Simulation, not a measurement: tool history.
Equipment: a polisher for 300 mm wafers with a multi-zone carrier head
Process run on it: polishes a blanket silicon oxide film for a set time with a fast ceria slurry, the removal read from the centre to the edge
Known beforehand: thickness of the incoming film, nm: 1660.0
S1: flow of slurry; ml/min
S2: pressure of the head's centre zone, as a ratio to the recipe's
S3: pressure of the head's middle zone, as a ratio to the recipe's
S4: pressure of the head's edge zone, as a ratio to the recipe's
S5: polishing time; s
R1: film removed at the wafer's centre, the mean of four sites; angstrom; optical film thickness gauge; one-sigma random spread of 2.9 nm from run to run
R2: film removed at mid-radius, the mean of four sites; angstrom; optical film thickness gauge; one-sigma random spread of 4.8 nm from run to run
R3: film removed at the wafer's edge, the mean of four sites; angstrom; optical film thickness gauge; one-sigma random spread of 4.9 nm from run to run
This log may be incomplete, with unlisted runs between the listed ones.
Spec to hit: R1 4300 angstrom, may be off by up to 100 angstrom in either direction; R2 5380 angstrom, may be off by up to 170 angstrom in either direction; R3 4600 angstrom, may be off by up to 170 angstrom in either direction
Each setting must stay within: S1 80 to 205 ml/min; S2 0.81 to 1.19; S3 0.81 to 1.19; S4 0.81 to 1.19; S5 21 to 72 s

run    day   S1    S2    S3    S4  S5      R1      R2      R3
  1      0  135     1     1     1  46  5912.2  5983.9  5901.1
  2  0.025  115     1     1     1  46  5629.4  5680.7    5852
  3  0.317  115     1  1.05     1  46  5654.5  5944.4  5904.4
  4  0.625  115  0.96  1.05     1  46  5422.7  5853.6  5875.8
  5  0.892  120  0.94  1.06  0.97  45  5229.3  5855.3  5628.6
  6  0.921  120  0.92  1.06  0.94  44  5016.8  5832.2  5481.5
  7  1.192  120  0.91  1.06  0.92  43  4839.5  5592.4  5187.8
  8  1.508  115   0.9  1.07   0.9  43  4784.9  5564.2  5192.3
  9  1.579  115  0.89  1.08  0.88  42  4589.1  5589.6  4971.9
 10  1.604  110  0.89  1.08  0.87  42  4588.9  5501.6  4920.1
 11    1.8  110  0.89  1.08  0.87  42  4557.9    5420  4989.7
     2.142  -- worn pad replaced by a new one
 12  2.142  110  0.89  1.09  0.86  42  4861.5  5961.5  5178.9
 13  2.217   95  0.86  1.07  0.81  37  4010.8  4916.7  4391.9
 14   2.55  100  0.86  1.08  0.82  37  4045.9  5010.4    4504
 15  2.808  105  0.86  1.08  0.82  37  4052.9  5118.1  4461.2

Exactly one of the 5 candidate moves below puts every result within its allowed miss. Which one?
  A  3.067  125  0.81  1.19  0.81  35   ?   ?   ?
  B  3.067  120   0.9  1.07  0.81  34   ?   ?   ?
  C  3.067  155  0.84  1.07  0.81  36   ?   ?   ?
  D  3.067  175  0.85  1.08  0.81  33   ?   ?   ?
  E  3.067  110  0.91  1.03  0.84  36   ?   ?   ?

move      R1      R2      R3
   A  3859.9  5525.9  4356.7
   B  4123.9    4875  4211.9
   C  4319.7  5437.5  4626.3
   D    4102  5126.5  4304.2
   E  4312.1  4904.1    4470
A: further off than the last run
B: further off than the last run
C: meets every target
D: closer than the last run, but not yet in spec
E: brings the last run's worst result on target, with another outside its allowed miss
Move C is the one to make.
